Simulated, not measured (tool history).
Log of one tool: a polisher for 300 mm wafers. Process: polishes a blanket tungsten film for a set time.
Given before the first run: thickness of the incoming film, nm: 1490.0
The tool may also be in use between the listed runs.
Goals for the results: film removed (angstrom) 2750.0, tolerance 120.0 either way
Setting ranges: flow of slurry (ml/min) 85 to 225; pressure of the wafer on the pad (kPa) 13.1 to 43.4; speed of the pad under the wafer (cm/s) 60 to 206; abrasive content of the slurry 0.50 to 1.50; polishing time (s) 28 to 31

run  hour  flow of slurry (ml/min)  pressure of the wafer on the pad (kPa)  speed of the pad under the wafer (cm/s)  abrasive content of the slurry  polishing time (s)  film removed (angstrom)
  1   0.0                      145                                    28.3                                      132                            1.00                  31                   1726.7
  2   7.0                      145                                    28.3                                      132                            1.10                  31                   1753.6
  3   8.0                      145                                    29.6                                      132                            1.10                  31                   1836.8
  4  12.1                      145                                    29.6                                      132                            1.30                  31                   1892.9
  5  13.8                      120                                    29.6                                      132                            1.30                  31                   1843.9
  6  15.1                      120                                    29.6                                      158                            1.30                  31                   2150.1
  7  20.5                      120                                    30.3                                      158                            1.30                  31                   2204.4
  8  21.8                      120                                    31.0                                      158                            1.30                  31                   2288.2
  9  26.4                      120                                    31.7                                      158                            1.30                  31                   2341.7
 10  34.3                      120                                    31.7                                      158                            1.30                  31                   2333.4
 11  35.2                      120                                    32.4                                      158                            1.30                  31                   2418.5
 12  35.7                      130                                    33.8                                      158                            1.30                  31                   2473.3

Of the 4 settings listed for the next run, only one would bring every result within its allowed miss of target. Which one?
  A  36.2                      130                                    33.8                                      144                            1.15                  31                        ?
  B  36.2                      140                                    38.6                                      176                            1.15                  28                        ?
  C  36.2                       85                                    33.1                                      156                            1.35                  31                        ?
  D  36.2                      110                                    32.4                                      158                            1.35                  29                        ?

move  film removed (angstrom)
   A                   2199.8
   B                   2703.6
   C                   2279.9
   D                   2172.8
A: misses by more than the last run did
B: all results in spec
C: misses by more than the last run did
D: misses by more than the last run did
So the answer is move B, the one that meets all the targets.
